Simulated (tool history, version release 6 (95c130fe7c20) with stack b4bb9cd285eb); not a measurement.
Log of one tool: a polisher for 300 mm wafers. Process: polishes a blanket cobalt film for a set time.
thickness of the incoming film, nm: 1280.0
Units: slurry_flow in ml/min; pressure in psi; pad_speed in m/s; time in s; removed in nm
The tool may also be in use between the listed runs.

run 1 hour=0.0 | slurry_flow=265 pressure=1.5 pad_speed=1.12 time=34 | removed=167.28
run 2 hour=7.2 | slurry_flow=265 pressure=1.5 pad_speed=1.12 time=34 | removed=167.70
run 3 hour=10.6 | slurry_flow=260 pressure=1.3 pad_speed=1.12 time=34 | removed=145.94
run 4 hour=18.0 | slurry_flow=260 pressure=1.6 pad_speed=1.12 time=34 | removed=176.28
run 5 hour=24.9 | slurry_flow=260 pressure=1.6 pad_speed=1.32 time=34 | removed=208.16
run 6 hour=33.4 | slurry_flow=260 pressure=1.4 pad_speed=1.32 time=34 | removed=185.68

Run 7 comes next. What will it give?
run 7 hour=36.1 | slurry_flow=250 pressure=1.2 pad_speed=1.28 time=34 | removed=?

{"run 7": {"removed": 155.24}}
